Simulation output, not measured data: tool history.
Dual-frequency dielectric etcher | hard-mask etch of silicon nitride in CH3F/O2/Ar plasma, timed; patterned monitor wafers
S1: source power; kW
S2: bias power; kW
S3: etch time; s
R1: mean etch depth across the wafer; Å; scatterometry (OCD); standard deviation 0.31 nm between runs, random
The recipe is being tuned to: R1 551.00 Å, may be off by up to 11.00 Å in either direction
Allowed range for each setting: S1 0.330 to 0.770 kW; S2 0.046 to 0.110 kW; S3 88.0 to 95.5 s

| run | hour | S1 | S2 | S3 | R1 |
|---|---|---|---|---|---|
| 1 | 0.0 | 0.550 | 0.078 | 95.5 | 747.08 |
| 2 | 6.5 | 0.550 | 0.071 | 95.5 | 728.09 |
| 3 | 13.9 | 0.550 | 0.071 | 95.5 | 729.82 |
| 4 | 22.4 | 0.550 | 0.071 | 95.5 | 719.19 |
| 5 | 25.1 | 0.550 | 0.071 | 88.0 | 668.44 |
| 6 | 29.5 | 0.530 | 0.070 | 88.0 | 659.72 |
| 7 | 35.1 | 0.510 | 0.069 | 88.0 | 644.33 |
| 8 | 42.4 | 0.490 | 0.069 | 88.0 | 636.10 |
| 9 | 43.4 | 0.470 | 0.068 | 88.0 | 621.39 |
| 10 | 48.6 | 0.360 | 0.061 | 88.0 | 522.18 |

Below are 4 possible settings for the next run. Only one of them brings all results inside the allowed miss of their targets. Which is it?
| A | 53.8 | 0.330 | 0.054 | 88.5 | ? |
| B | 53.8 | 0.350 | 0.058 | 95.5 | ? |
| C | 53.8 | 0.330 | 0.063 | 89.0 | ? |
| D | 53.8 | 0.350 | 0.050 | 93.0 | ? |

| move | R1 |
|---|---|
| A | 488.64 |
| B | 553.95 |
| C | 514.40 |
| D | 516.94 |
A: the biggest miss grows against the last run
B: every result lands within tolerance
C: the biggest miss grows against the last run
D: the biggest miss grows against the last run
Move B is the one to make.
